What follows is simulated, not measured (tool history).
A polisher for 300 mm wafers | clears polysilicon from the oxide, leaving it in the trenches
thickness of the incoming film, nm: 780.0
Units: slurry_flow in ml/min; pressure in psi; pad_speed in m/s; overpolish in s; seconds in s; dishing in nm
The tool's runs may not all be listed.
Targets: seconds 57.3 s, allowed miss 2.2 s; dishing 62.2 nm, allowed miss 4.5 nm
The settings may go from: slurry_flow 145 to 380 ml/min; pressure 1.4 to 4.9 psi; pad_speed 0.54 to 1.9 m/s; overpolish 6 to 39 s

| run | hour | slurry_flow | pressure | pad_speed | overpolish | seconds | dishing |
|---|---|---|---|---|---|---|---|
| 1 | 0 | 245 | 3.1 | 1.22 | 20 | 45.392 | 76.998 |
| 2 | 8 | 245 | 3.1 | 1.22 | 15 | 44.283 | 74.249 |
| 3 | 14.6 | 245 | 2.9 | 1.22 | 13 | 48.303 | 71.428 |
| 4 | 22.1 | 245 | 2.9 | 1.22 | 8 | 47.449 | 60.063 |
| 5 | 30.7 | 245 | 2.8 | 1.22 | 8 | 50.471 | 59.086 |
| 6 | 31.4 | 245 | 2.7 | 1.22 | 9 | 50.759 | 63.641 |
| 7 | 40.1 | 245 | 2.6 | 1.22 | 9 | 52.813 | 60.571 |
| 8 | 44.2 | 245 | 2.5 | 1.22 | 10 | 53.599 | 63.378 |

Which of these 5 next moves meets every target?
| A | 48.3 | 250 | 2 | 1.38 | 20 | ? | ? |
| B | 48.3 | 265 | 2.8 | 1.04 | 10 | ? | ? |
| C | 48.3 | 270 | 3 | 1.1 | 10 | ? | ? |
| D | 48.3 | 220 | 2.7 | 1 | 26 | ? | ? |
| E | 48.3 | 200 | 2.3 | 1.18 | 20 | ? | ? |

| move | seconds | dishing |
|---|---|---|
| A | 60.32 | 77.011 |
| B | 57.107 | 64.87 |
| C | 50.512 | 67.903 |
| D | 62.602 | 79.011 |
| E | 62.931 | 76.506 |
A: takes the result that was furthest off past its target
B: meets every target
C: further off than the last run
D: takes the result that was furthest off past its target
E: takes the result that was furthest off past its target
Move B is the one to make.
